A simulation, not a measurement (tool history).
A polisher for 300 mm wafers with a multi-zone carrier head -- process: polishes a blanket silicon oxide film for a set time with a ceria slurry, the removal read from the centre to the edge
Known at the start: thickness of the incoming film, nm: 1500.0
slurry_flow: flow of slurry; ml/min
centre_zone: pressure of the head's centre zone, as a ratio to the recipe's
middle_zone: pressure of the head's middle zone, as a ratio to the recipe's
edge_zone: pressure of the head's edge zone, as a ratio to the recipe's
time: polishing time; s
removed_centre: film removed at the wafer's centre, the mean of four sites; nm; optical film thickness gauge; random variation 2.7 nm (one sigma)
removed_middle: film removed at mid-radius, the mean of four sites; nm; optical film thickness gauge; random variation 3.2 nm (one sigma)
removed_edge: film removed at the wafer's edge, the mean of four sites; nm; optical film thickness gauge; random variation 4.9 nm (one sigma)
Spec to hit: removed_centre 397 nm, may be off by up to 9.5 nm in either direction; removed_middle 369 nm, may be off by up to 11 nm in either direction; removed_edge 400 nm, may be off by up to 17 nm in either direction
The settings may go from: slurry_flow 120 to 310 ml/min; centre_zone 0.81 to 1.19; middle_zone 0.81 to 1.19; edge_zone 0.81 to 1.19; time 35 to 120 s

| run | day | slurry_flow | centre_zone | middle_zone | edge_zone | time | removed_centre | removed_middle | removed_edge |
|---|---|---|---|---|---|---|---|---|---|
| 1 | 0 | 200 | 1 | 1 | 1 | 77 | 352.5 | 347.14 | 350.67 |
| 2 | 0.158 | 200 | 1 | 1 | 1.06 | 77 | 347.71 | 343.93 | 352.82 |
| 3 | 0.375 | 200 | 1 | 1 | 1 | 77 | 353.31 | 342.8 | 340.41 |
| 4 | 0.608 | 220 | 1 | 1 | 1 | 77 | 360.41 | 352.81 | 353.19 |
| 5 | 0.65 | 240 | 1 | 1 | 1 | 77 | 363.51 | 354.69 | 351.95 |
| 6 | 0.825 | 240 | 1 | 1 | 1.01 | 78 | 364.04 | 354.91 | 359.43 |
| 7 | 1.083 | 240 | 1 | 1 | 1.01 | 78 | 367.11 | 355.24 | 361.42 |
| 8 | 1.15 | 245 | 1 | 1 | 1.02 | 78 | 371.08 | 357.57 | 355.84 |
| 9 | 1.346 | 240 | 1 | 0.99 | 1.03 | 79 | 371.65 | 362.38 | 370.09 |
| 10 | 1.479 | 245 | 1 | 0.99 | 1.04 | 79 | 374.46 | 362.02 | 368.22 |
| 11 | 1.562 | 250 | 1 | 0.99 | 1.05 | 79 | 375.17 | 355.74 | 366.71 |
| 12 | 1.896 | 250 | 1 | 0.99 | 1.06 | 80 | 381.93 | 362.53 | 385.43 |
| 13 | 2.175 | 255 | 1 | 0.99 | 1.06 | 80 | 384.58 | 366.81 | 387.79 |

Below are 5 possible settings for the next run. Only one of them brings all results inside the allowed miss of their targets. Which is it?
| A | 2.454 | 260 | 0.98 | 1 | 1.08 | 80 | ? | ? | ? |
| B | 2.454 | 300 | 0.91 | 0.99 | 1.11 | 81 | ? | ? | ? |
| C | 2.454 | 270 | 1.02 | 0.95 | 1.11 | 82 | ? | ? | ? |
| D | 2.454 | 275 | 1.04 | 0.98 | 1.05 | 77 | ? | ? | ? |
| E | 2.454 | 240 | 0.95 | 1 | 1.1 | 81 | ? | ? | ? |

| move | removed_centre | removed_middle | removed_edge |
|---|---|---|---|
| A | 375.62 | 372.83 | 376.48 |
| B | 366.11 | 381.62 | 391.19 |
| C | 398.68 | 374.14 | 392.73 |
| D | 380.87 | 357.48 | 359.13 |
| E | 367.49 | 373.79 | 381.84 |
A: the biggest miss grows against the last run
B: the biggest miss grows against the last run
C: every result lands within tolerance
D: the biggest miss grows against the last run
E: the biggest miss grows against the last run
C meets every target.
